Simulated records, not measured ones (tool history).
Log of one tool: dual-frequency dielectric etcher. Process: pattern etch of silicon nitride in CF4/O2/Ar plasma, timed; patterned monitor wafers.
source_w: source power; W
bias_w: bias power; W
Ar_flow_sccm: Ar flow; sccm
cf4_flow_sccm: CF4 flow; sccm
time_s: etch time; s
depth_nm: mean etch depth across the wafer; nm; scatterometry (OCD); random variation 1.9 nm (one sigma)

run,hour,source_w,bias_w,Ar_flow_sccm,cf4_flow_sccm,time_s,depth_nm
1,0,600,64,89,93,284.5,630.1
2,4.9,580,64,89,93,284.5,603.91
3,7.5,580,64,89,79,284.5,586.41
4,12.7,580,60,89,79,284.5,570.37
5,14.1,570,60,89,79,284.5,563.74
6,21.3,560,60,89,79,284.5,549.49
7,28.9,550,60,89,79,284.5,541.36
8,34.3,540,60,89,79,284.5,534.11
9,39,530,60,89,79,284.5,524.06
10,43.1,520,60,89,79,284.5,509.53

The next listed run, before its measurement:
11,49.4,480,60,89,79,284.5,?

{"run 11": {"depth_nm": 471.49}}
